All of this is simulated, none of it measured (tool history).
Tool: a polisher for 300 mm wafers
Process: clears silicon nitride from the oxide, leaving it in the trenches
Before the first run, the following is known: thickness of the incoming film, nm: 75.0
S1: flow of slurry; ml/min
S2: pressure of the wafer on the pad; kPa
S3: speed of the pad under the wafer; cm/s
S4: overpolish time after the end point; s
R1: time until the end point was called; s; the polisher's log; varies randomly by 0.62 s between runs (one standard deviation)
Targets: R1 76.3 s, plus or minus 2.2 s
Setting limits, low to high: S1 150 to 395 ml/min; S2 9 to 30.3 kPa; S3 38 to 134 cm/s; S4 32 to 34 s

| run | hour | S1 | S2 | S3 | S4 | R1 |
|---|---|---|---|---|---|---|
| 1 | 0 | 250 | 19.3 | 86 | 32 | 88.828 |
| 2 | 0.8 | 285 | 19.3 | 86 | 32 | 87.271 |
| 3 | 6.1 | 285 | 19.3 | 66 | 32 | 113.29 |
| 4 | 8 | 285 | 22.8 | 66 | 32 | 98.407 |
| 5 | 10.5 | 285 | 26.9 | 66 | 32 | 85.06 |
| 6 | 18.5 | 285 | 27.6 | 66 | 32 | 85.656 |
| 7 | 27.2 | 285 | 28.3 | 66 | 32 | 82.679 |
| 8 | 35.5 | 285 | 29 | 66 | 32 | 81.528 |

5 next moves are on the table. One of them brings every result within its allowed miss. Which?
| A | 43.8 | 305 | 28.3 | 66 | 34 | ? |
| B | 43.8 | 220 | 17.9 | 116 | 34 | ? |
| C | 43.8 | 295 | 28.3 | 78 | 32 | ? |
| D | 43.8 | 300 | 29 | 70 | 32 | ? |
| E | 43.8 | 235 | 26.2 | 74 | 33 | ? |

| move | R1 |
|---|---|
| A | 81.146 |
| B | 71.16 |
| C | 69.631 |
| D | 75.4 |
| E | 79.919 |
A: nearer the targets than the last run, but a result is still out of spec
B: moves the result that the last run missed by most past its target, out the other side
C: moves the result that the last run missed by most past its target, out the other side
D: each result inside its tolerance
E: nearer the targets than the last run, but a result is still out of spec
Go with D: it meets all targets.
